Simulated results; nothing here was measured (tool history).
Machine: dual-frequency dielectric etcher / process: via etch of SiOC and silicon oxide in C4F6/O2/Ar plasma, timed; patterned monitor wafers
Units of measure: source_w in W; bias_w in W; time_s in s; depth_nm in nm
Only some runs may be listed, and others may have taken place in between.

run  hour  source_w  bias_w  time_s  depth_nm
  1   0.0       490     183   117.0    135.18
  2   7.6       520     186   117.0    139.53
  3   8.2       550     188   117.0    142.95
  4  10.2       570     190   117.0    145.98
  5  11.8       570     176   117.0    143.59
  6  12.9       640     176   117.0    150.77

Run 7 comes next. What will it give?
  7  15.1       650     179   117.0         ?

depth_nm: 152.09 nm
